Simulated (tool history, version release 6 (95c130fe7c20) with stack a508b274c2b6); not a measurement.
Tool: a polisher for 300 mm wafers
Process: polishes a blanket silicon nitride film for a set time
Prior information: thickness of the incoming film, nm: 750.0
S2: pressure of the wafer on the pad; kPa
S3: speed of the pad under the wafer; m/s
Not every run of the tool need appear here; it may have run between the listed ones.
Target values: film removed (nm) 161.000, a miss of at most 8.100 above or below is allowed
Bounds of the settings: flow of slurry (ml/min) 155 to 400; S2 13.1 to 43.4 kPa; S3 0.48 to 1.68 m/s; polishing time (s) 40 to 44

run 1 hour=0.0 | flow_of_slurry_(ml/min)=255 S2=28.3 S3=1.08 polishing_time_(s)=44 | film_removed_(nm)=89.745
run 2 hour=2.9 | flow_of_slurry_(ml/min)=255 S2=28.3 S3=1.08 polishing_time_(s)=44 | film_removed_(nm)=88.412
run 3 hour=5.6 | flow_of_slurry_(ml/min)=255 S2=33.1 S3=1.12 polishing_time_(s)=44 | film_removed_(nm)=111.410
run 4 hour=13.6 | flow_of_slurry_(ml/min)=280 S2=33.1 S3=1.12 polishing_time_(s)=44 | film_removed_(nm)=107.300
run 5 hour=19.2 | flow_of_slurry_(ml/min)=335 S2=33.1 S3=1.12 polishing_time_(s)=44 | film_removed_(nm)=112.120
run 6 hour=26.9 | flow_of_slurry_(ml/min)=335 S2=26.2 S3=1.12 polishing_time_(s)=44 | film_removed_(nm)=89.556
run 7 hour=29.5 | flow_of_slurry_(ml/min)=340 S2=33.8 S3=1.22 polishing_time_(s)=44 | film_removed_(nm)=122.620
run 8 hour=35.8 | flow_of_slurry_(ml/min)=340 S2=35.9 S3=1.24 polishing_time_(s)=44 | film_removed_(nm)=130.850
run 9 hour=36.5 | flow_of_slurry_(ml/min)=340 S2=37.9 S3=1.26 polishing_time_(s)=44 | film_removed_(nm)=138.450
run 10 hour=45.2 | flow_of_slurry_(ml/min)=340 S2=39.3 S3=1.28 polishing_time_(s)=44 | film_removed_(nm)=145.430

Below are 5 possible settings for the next run. Only one of them brings all results inside the allowed miss of their targets. Which is it?
run A hour=53.9 | flow_of_slurry_(ml/min)=340 S2=38.6 S3=1.20 polishing_time_(s)=44 | film_removed_(nm)=?
run B hour=53.9 | flow_of_slurry_(ml/min)=325 S2=35.9 S3=1.28 polishing_time_(s)=40 | film_removed_(nm)=?
run C hour=53.9 | flow_of_slurry_(ml/min)=400 S2=38.6 S3=1.44 polishing_time_(s)=44 | film_removed_(nm)=?
run D hour=53.9 | flow_of_slurry_(ml/min)=325 S2=35.9 S3=1.38 polishing_time_(s)=41 | film_removed_(nm)=?
run E hour=53.9 | flow_of_slurry_(ml/min)=345 S2=33.1 S3=1.44 polishing_time_(s)=40 | film_removed_(nm)=?

move=A film_removed_(nm)=137.940
move=B film_removed_(nm)=122.150
move=C film_removed_(nm)=160.230
move=D film_removed_(nm)=132.630
move=E film_removed_(nm)=124.140
A: misses by more than the last run did
B: misses by more than the last run did
C: all results land within tolerance of their targets
D: misses by more than the last run did
E: misses by more than the last run did
C meets every target.
